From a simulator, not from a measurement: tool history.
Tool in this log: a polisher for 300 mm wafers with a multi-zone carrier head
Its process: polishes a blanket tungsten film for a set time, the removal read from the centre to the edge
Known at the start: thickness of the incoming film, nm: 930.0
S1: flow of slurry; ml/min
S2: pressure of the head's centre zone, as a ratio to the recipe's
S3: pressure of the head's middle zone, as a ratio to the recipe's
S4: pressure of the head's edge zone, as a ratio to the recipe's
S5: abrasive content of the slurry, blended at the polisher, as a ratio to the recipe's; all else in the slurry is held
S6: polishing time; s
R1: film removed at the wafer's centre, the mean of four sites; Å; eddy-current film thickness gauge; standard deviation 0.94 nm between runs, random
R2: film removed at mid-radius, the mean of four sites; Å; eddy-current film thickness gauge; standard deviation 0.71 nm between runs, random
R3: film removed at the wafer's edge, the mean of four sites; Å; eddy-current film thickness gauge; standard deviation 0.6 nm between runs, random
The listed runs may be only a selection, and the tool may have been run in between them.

Run 1, hour 0.0: S1 195 ml/min, S2 1.00, S3 1.00, S4 1.00, S5 1.00, S6 33 s. Result: R1 1694.70 Å, R2 1692.60 Å, R3 1669.70 Å.
Run 2, hour 6.9: S1 215 ml/min, S2 1.00, S3 1.00, S4 1.00, S5 1.00, S6 33 s. Result: R1 1691.10 Å, R2 1681.60 Å, R3 1661.40 Å.
Run 3, hour 15.6: S1 215 ml/min, S2 1.01, S3 0.96, S4 1.00, S5 0.90, S6 29 s. Result: R1 1466.80 Å, R2 1434.30 Å, R3 1430.30 Å.
Run 4, hour 20.3: S1 200 ml/min, S2 1.04, S3 0.92, S4 1.04, S5 0.80, S6 26 s. Result: R1 1312.90 Å, R2 1188.20 Å, R3 1274.50 Å.
Run 5, hour 22.9: S1 200 ml/min, S2 0.97, S3 0.92, S4 1.04, S5 0.80, S6 26 s. Result: R1 1219.60 Å, R2 1185.60 Å, R3 1273.90 Å.
Run 6, hour 27.3: S1 200 ml/min, S2 0.97, S3 0.92, S4 1.04, S5 0.70, S6 26 s. Result: R1 1189.30 Å, R2 1142.30 Å, R3 1237.10 Å.
Run 7, hour 28.5: S1 185 ml/min, S2 0.99, S3 0.89, S4 1.03, S5 0.65, S6 24 s. Result: R1 1076.20 Å, R2 990.31 Å, R3 1117.00 Å.
Run 8, hour 29.5: S1 175 ml/min, S2 1.01, S3 0.87, S4 0.98, S5 0.60, S6 24 s. Result: R1 1079.10 Å, R2 965.63 Å, R3 1066.80 Å.
Run 9, hour 33.5: S1 140 ml/min, S2 1.07, S3 0.81, S4 0.97, S5 0.50, S6 18 s. Result: R1 793.95 Å, R2 627.24 Å, R3 749.90 Å.
Run 10, hour 40.8: S1 165 ml/min, S2 1.07, S3 0.81, S4 0.98, S5 0.50, S6 18 s. Result: R1 829.74 Å, R2 662.73 Å, R3 775.89 Å.
Run 11, hour 42.4: S1 180 ml/min, S2 1.07, S3 0.81, S4 1.00, S5 0.50, S6 18 s. Result: R1 833.94 Å, R2 675.72 Å, R3 780.18 Å.

Forecast run 12:
Run 12, hour 46.8: S1 190 ml/min, S2 1.08, S3 0.81, S4 1.03, S5 0.55, S6 18 s. Result: R1 ?, R2 ?, R3 ?.

{"run 12": {"R1": 867.03, "R2": 685.53, "R3": 810.44}}
